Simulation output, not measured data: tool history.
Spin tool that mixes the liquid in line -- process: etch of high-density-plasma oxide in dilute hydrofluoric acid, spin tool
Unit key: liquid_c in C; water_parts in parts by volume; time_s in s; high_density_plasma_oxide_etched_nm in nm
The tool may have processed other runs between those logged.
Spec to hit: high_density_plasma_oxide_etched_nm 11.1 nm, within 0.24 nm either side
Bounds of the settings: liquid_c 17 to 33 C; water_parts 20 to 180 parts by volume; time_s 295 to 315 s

| run | day | liquid_c | water_parts | time_s | high_density_plasma_oxide_etched_nm |
|---|---|---|---|---|---|
| 1 | 0 | 25 | 100 | 295 | 17.359 |
| 2 | 0.179 | 25 | 120 | 295 | 14.228 |
| 3 | 0.346 | 23.5 | 120 | 295 | 13.363 |
| 4 | 0.6 | 23.5 | 120 | 315 | 14.377 |
| 5 | 0.721 | 21 | 120 | 315 | 13.052 |
| 6 | 0.75 | 20 | 120 | 315 | 12.445 |
| 7 | 0.888 | 19.5 | 120 | 315 | 12.159 |
| 8 | 1.083 | 19 | 120 | 315 | 11.984 |
| 9 | 1.212 | 18.5 | 120 | 315 | 11.683 |
| 10 | 1.288 | 18 | 120 | 315 | 11.501 |

4 candidate next runs follow, results not yet known. Just one meets every target within its allowed miss. Identify it.
| A | 1.362 | 19.5 | 130 | 300 | ? |
| B | 1.362 | 18.5 | 125 | 315 | ? |
| C | 1.362 | 18 | 120 | 295 | ? |
| D | 1.362 | 18 | 130 | 315 | ? |

| move | high_density_plasma_oxide_etched_nm |
|---|---|
| A | 10.552 |
| B | 11.121 |
| C | 10.683 |
| D | 10.422 |
A: carries the result that was furthest off beyond its target, to the other side
B: all results land within tolerance of their targets
C: carries the result that was furthest off beyond its target, to the other side
D: carries the result that was furthest off beyond its target, to the other side
The right move is B.

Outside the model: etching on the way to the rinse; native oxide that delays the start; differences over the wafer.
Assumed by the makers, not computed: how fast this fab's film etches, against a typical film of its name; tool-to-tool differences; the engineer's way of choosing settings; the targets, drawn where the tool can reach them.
